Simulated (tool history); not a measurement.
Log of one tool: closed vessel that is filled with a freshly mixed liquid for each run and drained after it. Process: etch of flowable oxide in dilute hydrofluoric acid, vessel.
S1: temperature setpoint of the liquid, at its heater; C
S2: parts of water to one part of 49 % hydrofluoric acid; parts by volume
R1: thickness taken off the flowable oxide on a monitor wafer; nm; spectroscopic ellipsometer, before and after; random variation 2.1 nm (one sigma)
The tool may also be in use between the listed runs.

{"run": 1, "hour": 0.0, "S1": 24, "S2": 45, "time in the liquid (s)": 105, "R1": 159.1}
{"run": 2, "hour": 6.6, "S1": 22, "S2": 45, "time in the liquid (s)": 105, "R1": 146.52}
{"run": 3, "hour": 8.4, "S1": 22, "S2": 60, "time in the liquid (s)": 105, "R1": 107.24}
{"run": 4, "hour": 16.1, "S1": 22, "S2": 60, "time in the liquid (s)": 115, "R1": 116.57}
{"run": 5, "hour": 20.5, "S1": 25.5, "S2": 60, "time in the liquid (s)": 115, "R1": 136.02}
{"run": 6, "hour": 22.3, "S1": 25.5, "S2": 45, "time in the liquid (s)": 115, "R1": 184.16}
{"run": 7, "hour": 28.1, "S1": 26.5, "S2": 45, "time in the liquid (s)": 115, "R1": 191.57}
{"run": 8, "hour": 36.2, "S1": 27.5, "S2": 45, "time in the liquid (s)": 115, "R1": 201.23}
{"run": 9, "hour": 41.0, "S1": 28.5, "S2": 45, "time in the liquid (s)": 115, "R1": 207.52}

The next listed run, before its measurement:
{"run": 10, "hour": 48.0, "S1": 32, "S2": 35, "time in the liquid (s)": 115, "R1": "?"}

Run 10 gave R1 310.47 nm.
